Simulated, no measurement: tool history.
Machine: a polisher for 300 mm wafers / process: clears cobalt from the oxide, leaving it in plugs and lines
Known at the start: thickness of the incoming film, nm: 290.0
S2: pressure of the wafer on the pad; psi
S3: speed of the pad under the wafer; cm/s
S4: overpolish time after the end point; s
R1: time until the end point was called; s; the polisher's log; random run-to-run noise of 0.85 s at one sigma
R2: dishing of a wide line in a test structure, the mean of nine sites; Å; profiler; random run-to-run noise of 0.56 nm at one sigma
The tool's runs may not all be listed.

{"run": 1, "day": 0.0, "flow of slurry (ml/min)": 230, "S2": 1.2, "S3": 82, "S4": 12, "R1": 88.232, "R2": 253.81}
{"run": 2, "day": 0.342, "flow of slurry (ml/min)": 230, "S2": 1.3, "S3": 82, "S4": 12, "R1": 80.695, "R2": 275.34}
{"run": 3, "day": 0.579, "flow of slurry (ml/min)": 230, "S2": 1, "S3": 82, "S4": 12, "R1": 106.1, "R2": 229.73}
{"run": 4, "day": 0.692, "flow of slurry (ml/min)": 230, "S2": 0.8, "S3": 82, "S4": 12, "R1": 128.67, "R2": 191.65}
{"run": 5, "day": 0.933, "flow of slurry (ml/min)": 200, "S2": 0.8, "S3": 82, "S4": 12, "R1": 131.83, "R2": 186.66}
{"run": 6, "day": 1.012, "flow of slurry (ml/min)": 200, "S2": 0.7, "S3": 82, "S4": 12, "R1": 151.97, "R2": 176.02}
{"run": 7, "day": 1.262, "flow of slurry (ml/min)": 220, "S2": 0.9, "S3": 82, "S4": 12, "R1": 120.08, "R2": 209.47}
{"run": 8, "day": 1.288, "flow of slurry (ml/min)": 235, "S2": 1.1, "S3": 82, "S4": 12, "R1": 95.246, "R2": 239.87}
{"run": 9, "day": 1.554, "flow of slurry (ml/min)": 250, "S2": 1.2, "S3": 82, "S4": 12, "R1": 86.683, "R2": 259.77}
{"run": 10, "day": 1.638, "flow of slurry (ml/min)": 255, "S2": 1.3, "S3": 82, "S4": 12, "R1": 79.693, "R2": 280.36}

The next listed run, before its measurement:
{"run": 11, "day": 1.833, "flow of slurry (ml/min)": 255, "S2": 1.4, "S3": 82, "S4": 12, "R1": "?", "R2": "?"}

Run 11 produced R1 75.604 s, R2 289.19 Å.

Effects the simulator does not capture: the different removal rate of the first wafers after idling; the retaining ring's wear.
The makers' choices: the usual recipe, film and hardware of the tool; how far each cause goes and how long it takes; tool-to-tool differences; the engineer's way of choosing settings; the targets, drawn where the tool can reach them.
